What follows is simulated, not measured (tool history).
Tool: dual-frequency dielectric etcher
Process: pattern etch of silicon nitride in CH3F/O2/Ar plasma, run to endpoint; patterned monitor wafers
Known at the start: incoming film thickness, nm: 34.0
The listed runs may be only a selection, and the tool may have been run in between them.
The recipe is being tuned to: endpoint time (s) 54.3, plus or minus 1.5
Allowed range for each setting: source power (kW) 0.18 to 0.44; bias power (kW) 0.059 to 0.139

{"run": 1, "day": 0.0, "source power (kW)": 0.31, "bias power (kW)": 0.099, "endpoint time (s)": 47.536}
{"run": 2, "day": 0.271, "source power (kW)": 0.31, "bias power (kW)": 0.107, "endpoint time (s)": 46.807}
{"run": 3, "day": 0.617, "source power (kW)": 0.28, "bias power (kW)": 0.103, "endpoint time (s)": 50.27}
{"run": 4, "day": 0.796, "source power (kW)": 0.3, "bias power (kW)": 0.103, "endpoint time (s)": 48.552}
{"run": 5, "day": 0.988, "source power (kW)": 0.33, "bias power (kW)": 0.103, "endpoint time (s)": 46.59}
{"run": 6, "day": 1.017, "source power (kW)": 0.33, "bias power (kW)": 0.109, "endpoint time (s)": 46.488}
{"run": 7, "day": 1.062, "source power (kW)": 0.29, "bias power (kW)": 0.106, "endpoint time (s)": 48.928}
{"run": 8, "day": 1.396, "source power (kW)": 0.27, "bias power (kW)": 0.104, "endpoint time (s)": 50.763}
{"run": 9, "day": 1.696, "source power (kW)": 0.26, "bias power (kW)": 0.103, "endpoint time (s)": 51.508}
{"run": 10, "day": 2.021, "source power (kW)": 0.25, "bias power (kW)": 0.102, "endpoint time (s)": 51.932}

Consider the 4 candidate settings below. Which is the only one whose results all fall within their allowed miss of target?
{"run": "A", "day": 2.346, "source power (kW)": 0.23, "bias power (kW)": 0.129, "endpoint time (s)": "?"}
{"run": "B", "day": 2.346, "source power (kW)": 0.32, "bias power (kW)": 0.094, "endpoint time (s)": "?"}
{"run": "C", "day": 2.346, "source power (kW)": 0.24, "bias power (kW)": 0.096, "endpoint time (s)": "?"}
{"run": "D", "day": 2.346, "source power (kW)": 0.25, "bias power (kW)": 0.105, "endpoint time (s)": "?"}

move=A endpoint_time_(s)=50.309
move=B endpoint_time_(s)=48.767
move=C endpoint_time_(s)=54.448
move=D endpoint_time_(s)=52.053
A: its largest miss is bigger than the last run's
B: its largest miss is bigger than the last run's
C: all results land within tolerance of their targets
D: nearer the targets than the last run, but a result is still out of spec
Move C is the one to make.

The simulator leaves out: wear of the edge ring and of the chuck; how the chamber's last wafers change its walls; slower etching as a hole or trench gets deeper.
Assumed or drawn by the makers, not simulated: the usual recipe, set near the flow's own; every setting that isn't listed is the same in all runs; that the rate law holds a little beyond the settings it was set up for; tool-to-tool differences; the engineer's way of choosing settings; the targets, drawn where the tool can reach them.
